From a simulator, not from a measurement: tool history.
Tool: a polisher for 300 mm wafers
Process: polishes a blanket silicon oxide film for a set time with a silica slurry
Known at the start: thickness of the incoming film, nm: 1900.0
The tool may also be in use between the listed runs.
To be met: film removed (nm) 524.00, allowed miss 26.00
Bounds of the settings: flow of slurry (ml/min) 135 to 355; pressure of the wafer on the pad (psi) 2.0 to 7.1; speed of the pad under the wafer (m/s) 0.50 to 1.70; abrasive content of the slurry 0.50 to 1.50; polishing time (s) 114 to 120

run,hour,flow of slurry (ml/min),pressure of the wafer on the pad (psi),speed of the pad under the wafer (m/s),abrasive content of the slurry,polishing time (s),film removed (nm)
1,0.0,225,4.5,1.10,1.00,114,361.76
2,8.6,225,4.5,1.10,0.80,114,320.04
3,11.5,225,4.5,1.36,0.80,114,367.10
4,14.6,225,4.5,1.36,0.95,114,396.16
5,20.2,225,4.7,1.36,0.95,114,410.94
6,23.2,225,4.9,1.36,0.95,114,452.73
7,27.7,225,5.0,1.36,0.95,114,451.54
8,35.0,225,5.1,1.36,0.95,114,465.04
9,36.8,225,5.2,1.36,0.95,114,450.46

4 next moves are on the table. One of them brings every result within its allowed miss. Which?
A,38.6,215,5.1,1.48,1.20,119,?
B,38.6,285,4.6,1.54,1.25,120,?
C,38.6,210,5.7,1.54,1.00,120,?
D,38.6,255,5.3,1.44,0.90,120,?

move,film removed (nm)
A,562.75
B,556.88
C,596.96
D,510.40
A: takes the result that was furthest off past its target
B: takes the result that was furthest off past its target
C: takes the result that was furthest off past its target
D: meets every target
Move D is the one to make.
